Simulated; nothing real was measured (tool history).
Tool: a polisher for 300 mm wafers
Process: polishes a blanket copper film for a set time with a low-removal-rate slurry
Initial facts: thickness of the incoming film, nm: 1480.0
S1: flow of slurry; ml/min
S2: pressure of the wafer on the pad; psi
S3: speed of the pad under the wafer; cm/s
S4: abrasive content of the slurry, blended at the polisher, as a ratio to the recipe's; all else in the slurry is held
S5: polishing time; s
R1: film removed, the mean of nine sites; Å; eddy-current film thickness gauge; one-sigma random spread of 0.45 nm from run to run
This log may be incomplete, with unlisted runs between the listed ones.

run 1 hour=0 | S1=185 S2=3.1 S3=90 S4=1 S5=52 | R1=1481.9
run 2 hour=4.2 | S1=145 S2=3.1 S3=90 S4=1 S5=52 | R1=1413.2
run 3 hour=4.8 | S1=145 S2=3.1 S3=90 S4=1 S5=52 | R1=1419.7
run 4 hour=7.7 | S1=140 S2=2.5 S3=86 S4=1 S5=52 | R1=1090
run 5 hour=15.5 | S1=140 S2=2.5 S3=86 S4=0.85 S5=52 | R1=1060.6
run 6 hour=24.3 | S1=135 S2=2.1 S3=86 S4=0.85 S5=52 | R1=893.59
run 7 hour=31.7 | S1=130 S2=1.9 S3=86 S4=0.85 S5=52 | R1=796.99
run 8 hour=32.8 | S1=125 S2=1.8 S3=86 S4=0.85 S5=52 | R1=752.14
run 9 hour=36.8 | S1=120 S2=1.8 S3=86 S4=0.85 S5=52 | R1=734.51
-- hour=38.9 slurry nozzle cleaned
run 10 hour=38.9 | S1=115 S2=1.8 S3=86 S4=0.85 S5=52 | R1=799.23
run 11 hour=39.5 | S1=135 S2=1.8 S3=86 S4=0.85 S5=52 | R1=840.14
run 12 hour=47.5 | S1=110 S2=1.4 S3=86 S4=0.85 S5=52 | R1=632.57
run 13 hour=52.8 | S1=125 S2=1.4 S3=86 S4=0.85 S5=52 | R1=647.12
run 14 hour=59.3 | S1=140 S2=1.4 S3=86 S4=0.85 S5=52 | R1=661.53

Run 15 has not been measured yet. What should we expect?
run 15 hour=63 | S1=155 S2=1.4 S3=86 S4=0.85 S5=52 | R1=?

Run 15 yielded R1 681.9 Å.
